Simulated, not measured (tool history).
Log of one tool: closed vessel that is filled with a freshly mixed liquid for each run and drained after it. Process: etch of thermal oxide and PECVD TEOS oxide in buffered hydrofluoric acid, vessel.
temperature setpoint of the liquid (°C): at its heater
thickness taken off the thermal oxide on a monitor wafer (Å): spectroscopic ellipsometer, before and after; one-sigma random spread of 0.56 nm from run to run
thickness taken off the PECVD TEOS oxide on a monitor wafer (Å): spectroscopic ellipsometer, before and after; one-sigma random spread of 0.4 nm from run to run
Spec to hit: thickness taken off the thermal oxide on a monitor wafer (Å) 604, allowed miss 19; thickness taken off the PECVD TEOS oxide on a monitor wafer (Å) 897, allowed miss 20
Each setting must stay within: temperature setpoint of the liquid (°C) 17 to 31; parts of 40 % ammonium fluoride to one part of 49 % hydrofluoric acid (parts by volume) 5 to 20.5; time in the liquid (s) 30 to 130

| run | hour | temperature setpoint of the liquid (°C) | parts of 40 % ammonium fluoride to one part of 49 % hydrofluoric acid (parts by volume) | time in the liquid (s) | thickness taken off the thermal oxide on a monitor wafer (Å) | thickness taken off the PECVD TEOS oxide on a monitor wafer (Å) |
|---|---|---|---|---|---|---|
| 1 | 0 | 23 | 12.5 | 65 | 549.76 | 808.14 |
| 2 | 2.1 | 19.5 | 12.5 | 65 | 446.41 | 667.02 |
| 3 | 7.4 | 19.5 | 12.5 | 90 | 626.08 | 929.07 |
| 4 | 12.1 | 19.5 | 12.5 | 105 | 729.82 | 1079.1 |
| 5 | 19.8 | 19.5 | 12.5 | 125 | 857.4 | 1292.8 |
| 6 | 24.1 | 19 | 13 | 125 | 828 | 1213.4 |
| 7 | 25.8 | 19 | 13.5 | 125 | 792.69 | 1155.4 |
| 8 | 31.4 | 18 | 14.5 | 120 | 663.05 | 981.27 |
| 9 | 35.9 | 17.5 | 15 | 120 | 621.81 | 927.35 |

Below are 4 possible settings for the next run. Only one of them brings all results inside the allowed miss of their targets. Which is it?
| A | 40.4 | 20 | 15 | 110 | ? | ? |
| B | 40.4 | 19.5 | 12 | 90 | ? | ? |
| C | 40.4 | 19 | 14.5 | 110 | ? | ? |
| D | 40.4 | 17 | 14.5 | 115 | ? | ? |

| move | thickness taken off the thermal oxide on a monitor wafer (Å) | thickness taken off the PECVD TEOS oxide on a monitor wafer (Å) |
|---|---|---|
| A | 656.83 | 976.81 |
| B | 650.42 | 967.28 |
| C | 641.95 | 954.69 |
| D | 599.05 | 890.88 |
A: misses by more than the last run did
B: misses by more than the last run did
C: misses by more than the last run did
D: meets every target
D is the move that brings every result within its allowed miss.
